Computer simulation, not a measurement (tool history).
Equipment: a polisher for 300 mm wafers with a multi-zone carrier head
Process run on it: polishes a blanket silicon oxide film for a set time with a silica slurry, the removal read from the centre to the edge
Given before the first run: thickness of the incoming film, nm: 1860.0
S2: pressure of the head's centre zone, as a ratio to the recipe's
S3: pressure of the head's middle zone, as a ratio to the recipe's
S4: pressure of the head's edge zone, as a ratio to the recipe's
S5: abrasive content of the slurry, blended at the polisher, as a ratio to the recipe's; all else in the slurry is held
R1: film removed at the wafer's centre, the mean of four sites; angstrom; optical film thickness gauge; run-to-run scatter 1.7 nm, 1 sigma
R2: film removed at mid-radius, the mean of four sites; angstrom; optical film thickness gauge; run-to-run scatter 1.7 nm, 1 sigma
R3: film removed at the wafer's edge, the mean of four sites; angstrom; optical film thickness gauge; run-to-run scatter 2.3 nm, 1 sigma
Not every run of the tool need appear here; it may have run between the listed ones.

{"run": 1, "hour": 0.0, "flow of slurry (ml/min)": 225, "S2": 1, "S3": 1, "S4": 1, "S5": 1, "polishing time (s)": 81, "R1": 2887.8, "R2": 2920.1, "R3": 2938.9}
{"run": 2, "hour": 7.9, "flow of slurry (ml/min)": 225, "S2": 1, "S3": 0.94, "S4": 1, "S5": 1, "polishing time (s)": 81, "R1": 2913.6, "R2": 2734.1, "R3": 2864.2}
{"run": 3, "hour": 11.8, "flow of slurry (ml/min)": 225, "S2": 0.99, "S3": 0.92, "S4": 0.97, "S5": 0.9, "polishing time (s)": 80, "R1": 2723.2, "R2": 2556.7, "R3": 2759.4}
{"run": 4, "hour": 13.2, "flow of slurry (ml/min)": 225, "S2": 0.99, "S3": 0.99, "S4": 0.97, "S5": 0.9, "polishing time (s)": 80, "R1": 2716.8, "R2": 2680.7, "R3": 2774.8}
{"run": 5, "hour": 15.7, "flow of slurry (ml/min)": 225, "S2": 0.99, "S3": 0.99, "S4": 0.97, "S5": 1.1, "polishing time (s)": 80, "R1": 2879.4, "R2": 2929.2, "R3": 2972.6}
{"run": 6, "hour": 20.9, "flow of slurry (ml/min)": 230, "S2": 1.01, "S3": 0.99, "S4": 0.95, "S5": 1, "polishing time (s)": 77, "R1": 2772.6, "R2": 2719.4, "R3": 2752.9}
{"run": 7, "hour": 22.8, "flow of slurry (ml/min)": 235, "S2": 1.02, "S3": 0.94, "S4": 0.85, "S5": 0.75, "polishing time (s)": 66, "R1": 2188.6, "R2": 2052.8, "R3": 2031.4}
{"run": 8, "hour": 26.4, "flow of slurry (ml/min)": 230, "S2": 1.02, "S3": 0.93, "S4": 0.84, "S5": 0.75, "polishing time (s)": 66, "R1": 2181.3, "R2": 2021.3, "R3": 1987.2}
{"hour": 32.7, "done": "worn pad replaced by a new one"}
{"run": 9, "hour": 32.7, "flow of slurry (ml/min)": 225, "S2": 1.02, "S3": 0.92, "S4": 0.84, "S5": 0.75, "polishing time (s)": 66, "R1": 2416.3, "R2": 2253.9, "R3": 2321.9}

What will run 10 give?
{"run": 10, "hour": 39.6, "flow of slurry (ml/min)": 235, "S2": 1.02, "S3": 0.92, "S4": 0.85, "S5": 0.75, "polishing time (s)": 66, "R1": "?", "R2": "?", "R3": "?"}

R1: 2463.8 angstrom
R2: 2249.8 angstrom
R3: 2291.2 angstrom

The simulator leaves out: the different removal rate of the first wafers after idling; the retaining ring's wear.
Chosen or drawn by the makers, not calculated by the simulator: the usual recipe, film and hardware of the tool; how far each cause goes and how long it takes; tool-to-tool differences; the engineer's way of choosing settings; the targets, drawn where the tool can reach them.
